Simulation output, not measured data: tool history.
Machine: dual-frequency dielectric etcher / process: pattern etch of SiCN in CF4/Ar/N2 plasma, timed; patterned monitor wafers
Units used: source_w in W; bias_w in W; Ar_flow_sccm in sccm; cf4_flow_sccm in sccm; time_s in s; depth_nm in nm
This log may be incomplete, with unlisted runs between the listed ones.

Run 1, day 0.000: source_w 320 W, bias_w 93 W, Ar_flow_sccm 114 sccm, cf4_flow_sccm 75 sccm, time_s 58.0 s. Result: depth_nm 44.869 nm.
Run 2, day 0.271: source_w 320 W, bias_w 93 W, Ar_flow_sccm 106 sccm, cf4_flow_sccm 75 sccm, time_s 58.0 s. Result: depth_nm 45.454 nm.
Run 3, day 0.346: source_w 320 W, bias_w 93 W, Ar_flow_sccm 119 sccm, cf4_flow_sccm 75 sccm, time_s 58.0 s. Result: depth_nm 44.478 nm.
Run 4, day 0.400: source_w 320 W, bias_w 93 W, Ar_flow_sccm 104 sccm, cf4_flow_sccm 75 sccm, time_s 58.0 s. Result: depth_nm 45.395 nm.
Run 5, day 0.608: source_w 320 W, bias_w 93 W, Ar_flow_sccm 104 sccm, cf4_flow_sccm 86 sccm, time_s 58.0 s. Result: depth_nm 46.034 nm.
Run 6, day 0.908: source_w 320 W, bias_w 107 W, Ar_flow_sccm 104 sccm, cf4_flow_sccm 86 sccm, time_s 58.0 s. Result: depth_nm 47.915 nm.
Run 7, day 0.971: source_w 340 W, bias_w 108 W, Ar_flow_sccm 104 sccm, cf4_flow_sccm 86 sccm, time_s 58.0 s. Result: depth_nm 51.105 nm.

What does the tool deliver on the next run?
Run 8, day 1.229: source_w 360 W, bias_w 109 W, Ar_flow_sccm 104 sccm, cf4_flow_sccm 86 sccm, time_s 58.0 s. Result: depth_nm ?.

Run 8 produced depth_nm 54.238 nm.

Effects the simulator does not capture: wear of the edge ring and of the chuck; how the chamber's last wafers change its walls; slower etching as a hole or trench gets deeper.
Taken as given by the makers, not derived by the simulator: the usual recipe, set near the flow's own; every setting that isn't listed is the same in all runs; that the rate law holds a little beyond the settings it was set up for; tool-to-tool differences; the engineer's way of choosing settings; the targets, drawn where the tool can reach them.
